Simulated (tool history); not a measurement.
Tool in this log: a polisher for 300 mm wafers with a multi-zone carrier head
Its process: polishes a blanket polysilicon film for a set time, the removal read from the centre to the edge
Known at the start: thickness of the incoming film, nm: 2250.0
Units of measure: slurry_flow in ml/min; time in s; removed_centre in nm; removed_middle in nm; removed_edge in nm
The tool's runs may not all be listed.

run	hour	slurry_flow	centre_zone	middle_zone	edge_zone	time	removed_centre	removed_middle	removed_edge
1	0	165	1	1	1	42	277.95	263.37	274
2	7.5	165	1	1.05	1	42	274.37	272.82	274.14
3	12.2	165	1.05	1.05	1	42	291.52	272.37	278.2
4	12.9	155	1.04	1	0.97	39	262.98	241.5	251.91
5	13.8	155	1.04	1	1.04	39	267.52	241.08	258.28
6	21.1	150	1.04	0.97	1	37	251.2	224.72	242.07
7	23.7	145	1.05	0.94	0.97	35	230.86	207.7	222.87
8	30.2	140	1.07	0.91	0.95	34	219.51	194.7	214.58
9	31.4	140	1.1	0.89	0.92	33	226.17	182.63	205.5
10	36.1	135	1.1	0.88	0.9	33	222.3	180.18	202.47

For run 11, what comes out?
11	44.9	130	1.1	0.87	0.88	33	?	?	?

Run 11 came out at removed_centre 227.89 nm, removed_middle 177.5 nm, removed_edge 200.21 nm.

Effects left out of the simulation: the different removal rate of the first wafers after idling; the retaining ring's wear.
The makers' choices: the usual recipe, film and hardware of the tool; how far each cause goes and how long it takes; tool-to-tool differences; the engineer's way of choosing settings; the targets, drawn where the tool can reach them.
